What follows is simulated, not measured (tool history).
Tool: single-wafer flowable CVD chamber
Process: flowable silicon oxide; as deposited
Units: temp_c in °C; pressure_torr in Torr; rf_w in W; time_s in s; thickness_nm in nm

| run | hour | temp_c | pressure_torr | rf_w | time_s | thickness_nm |
|---|---|---|---|---|---|---|
| 1 | 0 | 90 | 0.737 | 2625 | 760 | 647.58 |
| 2 | 3.7 | 90 | 0.737 | 2625 | 722 | 613.43 |
| 3 | 7.9 | 94 | 0.736 | 2625 | 722 | 537.24 |
| 4 | 14.4 | 96 | 0.735 | 2625 | 722 | 498.22 |
| 5 | 22.2 | 96 | 0.735 | 2625 | 760 | 524.2 |
| 6 | 28.6 | 96 | 0.677 | 2625 | 760 | 485.07 |

Forecast run 7:
| 7 | 34.2 | 97 | 0.677 | 2625 | 760 | ? |

Run 7 gave thickness_nm 469.19 nm.
